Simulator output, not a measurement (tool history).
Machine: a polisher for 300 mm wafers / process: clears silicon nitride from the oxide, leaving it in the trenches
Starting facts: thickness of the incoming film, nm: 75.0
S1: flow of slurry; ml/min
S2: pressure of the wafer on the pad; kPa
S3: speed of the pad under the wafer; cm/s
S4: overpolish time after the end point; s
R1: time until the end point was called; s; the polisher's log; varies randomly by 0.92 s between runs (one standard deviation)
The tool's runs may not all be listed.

run 1 hour=0 | S1=280 S2=15.9 S3=80 S4=47 | R1=109.95
run 2 hour=1.1 | S1=280 S2=15.9 S3=70 S4=47 | R1=124.78
run 3 hour=5.3 | S1=280 S2=15.9 S3=70 S4=47 | R1=127.06
run 4 hour=11.7 | S1=225 S2=15.9 S3=70 S4=47 | R1=131.08
run 5 hour=15.4 | S1=235 S2=16.5 S3=70 S4=47 | R1=123.91
run 6 hour=20.2 | S1=235 S2=14.5 S3=70 S4=47 | R1=142.46
run 7 hour=22.1 | S1=240 S2=15.2 S3=70 S4=47 | R1=136.14
run 8 hour=24.7 | S1=250 S2=15.9 S3=70 S4=47 | R1=125.94
run 9 hour=29.6 | S1=255 S2=16.5 S3=70 S4=47 | R1=123.22
run 10 hour=32.5 | S1=260 S2=17.2 S3=70 S4=47 | R1=117.32
run 11 hour=40.4 | S1=265 S2=17.9 S3=70 S4=47 | R1=115.02
run 12 hour=45.5 | S1=265 S2=22.1 S3=72 S4=47 | R1=90.191
run 13 hour=47.9 | S1=270 S2=22.1 S3=72 S4=47 | R1=89.693

What does the tool deliver on the next run?
run 14 hour=53.9 | S1=275 S2=22.1 S3=72 S4=47 | R1=?

Run 14 produced R1 89.04 s.
